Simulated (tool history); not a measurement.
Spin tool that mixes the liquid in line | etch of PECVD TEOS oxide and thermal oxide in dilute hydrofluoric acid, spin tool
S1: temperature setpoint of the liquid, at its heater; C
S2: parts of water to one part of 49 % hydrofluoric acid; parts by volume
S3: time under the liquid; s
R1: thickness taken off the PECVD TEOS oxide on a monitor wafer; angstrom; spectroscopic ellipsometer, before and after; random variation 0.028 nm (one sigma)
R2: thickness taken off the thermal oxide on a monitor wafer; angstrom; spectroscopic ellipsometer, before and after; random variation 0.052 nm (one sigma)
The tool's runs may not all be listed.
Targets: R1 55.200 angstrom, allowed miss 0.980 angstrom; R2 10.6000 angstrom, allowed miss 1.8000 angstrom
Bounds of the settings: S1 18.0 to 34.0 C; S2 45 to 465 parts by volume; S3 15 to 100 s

run	day	S1	S2	S3	R1	R2
1	0.000	26.0	255	50	43.929	7.8521
2	0.083	27.5	255	50	45.849	9.6104
3	0.146	27.5	255	35	32.300	5.5995
4	0.392	28.5	235	35	36.798	7.4338
5	0.508	28.5	235	40	42.235	8.3742
6	0.829	28.5	235	60	63.087	13.3290
7	0.946	27.5	235	60	61.266	10.7210
8	1.079	27.5	240	60	59.540	10.7660
9	1.321	27.5	245	60	58.863	11.8980
10	1.408	27.0	245	60	56.955	10.0070
11	1.708	27.0	245	60	57.069	11.5470

Which of these 4 next moves meets every target?
A	2.008	29.5	295	70	?	?
B	2.008	24.0	240	65	?	?
C	2.008	28.0	205	45	?	?
D	2.008	24.5	145	35	?	?

move	R1	R2
A	56.634	10.8010
B	56.762	10.8260
C	55.126	10.5140
D	57.175	10.9050
A: nearer than the last run, and not there yet
B: nearer than the last run, and not there yet
C: meets every target
D: further off than the last run
Answer: C
